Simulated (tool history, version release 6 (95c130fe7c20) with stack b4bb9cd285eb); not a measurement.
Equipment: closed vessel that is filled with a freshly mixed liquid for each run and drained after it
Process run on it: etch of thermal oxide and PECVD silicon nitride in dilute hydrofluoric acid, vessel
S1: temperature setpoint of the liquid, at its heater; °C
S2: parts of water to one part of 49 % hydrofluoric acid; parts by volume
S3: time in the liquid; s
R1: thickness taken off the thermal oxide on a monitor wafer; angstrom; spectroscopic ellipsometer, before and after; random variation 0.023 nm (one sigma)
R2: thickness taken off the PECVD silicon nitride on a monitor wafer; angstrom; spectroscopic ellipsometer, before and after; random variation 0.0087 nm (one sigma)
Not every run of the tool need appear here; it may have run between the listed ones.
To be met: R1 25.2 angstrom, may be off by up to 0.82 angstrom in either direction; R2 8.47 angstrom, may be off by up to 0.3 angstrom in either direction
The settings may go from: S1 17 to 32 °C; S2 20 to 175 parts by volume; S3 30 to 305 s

run  hour    S1   S2   S3      R1      R2
  1     0    24   95  155  85.005  32.248
  2   3.4    24   70  155  118.26  43.051
  3   4.7    24   70  130  99.544  36.439
  4  12.3  23.5   80  130  85.544  31.566
  5  13.2    23   85  130  78.791  28.574
  6  19.2    23   85  100  60.248  22.326
  7  27.8  22.5   90  100  54.186   19.63
  8  31.7    22   95  100  50.416  18.397
  9  40.6  21.5  100  100  47.045  17.212
 10  43.3    21  105  100  43.412  15.497
 11  50.5  17.5  145  100  25.948  8.8672

Exactly one of the 5 candidate moves below puts every result within its allowed miss. Which one?
  A  57.7  21  160   95   ?   ?
  B  57.7  19  155  100   ?   ?
  C  57.7  19  160  105   ?   ?
  D  57.7  18  125   80   ?   ?
  E  57.7  24  165   80   ?   ?

move      R1      R2
   A  25.256  9.8031
   B  25.484  9.3153
   C  25.791  9.4845
   D  25.026  8.5775
   E  23.023   9.735
A: further off than the last run
B: further off than the last run
C: further off than the last run
D: in spec on every target
E: further off than the last run
The right move is D.
